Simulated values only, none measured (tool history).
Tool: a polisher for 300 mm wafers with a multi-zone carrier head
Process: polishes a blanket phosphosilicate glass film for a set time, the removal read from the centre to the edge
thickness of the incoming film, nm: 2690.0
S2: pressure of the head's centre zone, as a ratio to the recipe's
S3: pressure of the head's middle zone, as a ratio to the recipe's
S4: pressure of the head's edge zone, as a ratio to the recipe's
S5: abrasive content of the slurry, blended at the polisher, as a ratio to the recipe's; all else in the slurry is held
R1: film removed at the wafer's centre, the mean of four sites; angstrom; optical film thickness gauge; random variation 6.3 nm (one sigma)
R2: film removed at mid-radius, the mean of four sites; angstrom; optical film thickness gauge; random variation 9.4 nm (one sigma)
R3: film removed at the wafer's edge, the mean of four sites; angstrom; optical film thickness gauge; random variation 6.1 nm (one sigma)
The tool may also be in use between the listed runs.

{"run": 1, "hour": 0.0, "flow of slurry (ml/min)": 220, "S2": 1, "S3": 1, "S4": 1, "S5": 1, "polishing time (s)": 48, "R1": 3803.6, "R2": 3882.6, "R3": 3847.6}
{"run": 2, "hour": 5.7, "flow of slurry (ml/min)": 195, "S2": 1, "S3": 1, "S4": 1, "S5": 1, "polishing time (s)": 48, "R1": 3700.3, "R2": 3652.9, "R3": 3710.3}
{"run": 3, "hour": 11.8, "flow of slurry (ml/min)": 210, "S2": 1.01, "S3": 1.01, "S4": 1.02, "S5": 1.05, "polishing time (s)": 49, "R1": 3968.6, "R2": 4048.7, "R3": 3895}
{"run": 4, "hour": 15.7, "flow of slurry (ml/min)": 220, "S2": 1.01, "S3": 0.99, "S4": 1.02, "S5": 1.1, "polishing time (s)": 51, "R1": 4249.2, "R2": 4239.3, "R3": 4243.5}
{"run": 5, "hour": 18.1, "flow of slurry (ml/min)": 230, "S2": 1.01, "S3": 0.99, "S4": 1.03, "S5": 1.15, "polishing time (s)": 52, "R1": 4423.8, "R2": 4401.9, "R3": 4388}
{"run": 6, "hour": 22.8, "flow of slurry (ml/min)": 235, "S2": 1.01, "S3": 0.99, "S4": 1.04, "S5": 1.2, "polishing time (s)": 53, "R1": 4530.3, "R2": 4470.4, "R3": 4522.5}
{"run": 7, "hour": 31.1, "flow of slurry (ml/min)": 240, "S2": 1.01, "S3": 1, "S4": 1.04, "S5": 1.25, "polishing time (s)": 54, "R1": 4819.8, "R2": 4741, "R3": 4728.9}
{"run": 8, "hour": 35.7, "flow of slurry (ml/min)": 245, "S2": 1.01, "S3": 1.01, "S4": 1.05, "S5": 1.3, "polishing time (s)": 55, "R1": 4958.3, "R2": 4840.5, "R3": 4847.8}
{"run": 9, "hour": 39.0, "flow of slurry (ml/min)": 250, "S2": 1.01, "S3": 1.02, "S4": 1.05, "S5": 1.3, "polishing time (s)": 56, "R1": 5051.9, "R2": 4931.2, "R3": 4977.7}
{"run": 10, "hour": 41.4, "flow of slurry (ml/min)": 250, "S2": 1.01, "S3": 1.03, "S4": 1.05, "S5": 1.3, "polishing time (s)": 57, "R1": 5070.1, "R2": 5062.4, "R3": 5123.9}
{"run": 11, "hour": 46.6, "flow of slurry (ml/min)": 255, "S2": 1.02, "S3": 1.04, "S4": 1.04, "S5": 1.3, "polishing time (s)": 58, "R1": 5276.5, "R2": 5435.6, "R3": 5083}
{"run": 12, "hour": 51.5, "flow of slurry (ml/min)": 255, "S2": 1.02, "S3": 1.04, "S4": 1.05, "S5": 1.3, "polishing time (s)": 59, "R1": 5200.1, "R2": 5432.2, "R3": 5244.8}
{"run": 13, "hour": 59.0, "flow of slurry (ml/min)": 255, "S2": 1.02, "S3": 1.04, "S4": 1.05, "S5": 1.3, "polishing time (s)": 59, "R1": 5263.1, "R2": 5352.7, "R3": 5213.4}

Forecast run 14:
{"run": 14, "hour": 62.3, "flow of slurry (ml/min)": 270, "S2": 1.08, "S3": 1.1, "S4": 1.15, "S5": 1.5, "polishing time (s)": 63, "R1": "?", "R2": "?", "R3": "?"}

R1: 6331.6 angstrom
R2: 6326.6 angstrom
R3: 6178.1 angstrom

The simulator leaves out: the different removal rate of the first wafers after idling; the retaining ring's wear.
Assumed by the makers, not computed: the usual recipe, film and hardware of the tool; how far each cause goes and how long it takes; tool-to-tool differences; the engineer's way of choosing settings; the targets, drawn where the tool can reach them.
